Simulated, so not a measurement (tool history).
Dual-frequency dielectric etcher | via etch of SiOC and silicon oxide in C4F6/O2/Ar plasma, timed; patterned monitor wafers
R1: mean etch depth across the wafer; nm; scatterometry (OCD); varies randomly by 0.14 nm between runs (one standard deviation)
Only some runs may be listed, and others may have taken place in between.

run 1 day=0 | source_power_(kW)=0.49 bias_power_(kW)=0.199 etch_time_(s)=39 | R1=54.357
run 2 day=0.342 | source_power_(kW)=0.41 bias_power_(kW)=0.199 etch_time_(s)=39 | R1=49.339
run 3 day=0.367 | source_power_(kW)=0.38 bias_power_(kW)=0.195 etch_time_(s)=39 | R1=46.833
run 4 day=0.475 | source_power_(kW)=0.38 bias_power_(kW)=0.195 etch_time_(s)=39 | R1=46.745
run 5 day=0.771 | source_power_(kW)=0.36 bias_power_(kW)=0.194 etch_time_(s)=39 | R1=44.742
run 6 day=0.808 | source_power_(kW)=0.36 bias_power_(kW)=0.194 etch_time_(s)=39 | R1=45.018
run 7 day=0.954 | source_power_(kW)=0.3 bias_power_(kW)=0.187 etch_time_(s)=39 | R1=38.872

Predict the results of run 8:
run 8 day=1.2 | source_power_(kW)=0.32 bias_power_(kW)=0.187 etch_time_(s)=39 | R1=?

R1: 40.78 nm
